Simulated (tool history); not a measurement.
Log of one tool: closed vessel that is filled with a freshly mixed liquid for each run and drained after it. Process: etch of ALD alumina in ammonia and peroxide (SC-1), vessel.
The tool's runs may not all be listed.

run	hour	temperature setpoint of the liquid (K)	parts of 29 % ammonia solution to one part of 30 % peroxide (parts by volume)	time in the liquid (s)	thickness taken off the ALD alumina on a monitor wafer (Å)
1	0.0	327.15	0.50	170	97.406
2	6.8	328.65	0.50	170	106.690
3	10.7	330.15	0.50	170	114.260
4	15.0	334.65	0.50	170	144.470
5	19.0	334.65	0.50	125	106.250
6	25.8	339.15	0.50	125	133.060
7	30.6	339.65	0.55	130	144.010
8	34.5	340.15	0.60	130	147.760
9	36.6	340.65	0.65	130	152.560
10	38.1	341.15	0.65	130	155.680

The next listed run, before its measurement:
11	39.5	341.65	0.65	130	?

Run 11 gave thickness taken off the ALD alumina on a monitor wafer (Å) 160.200.
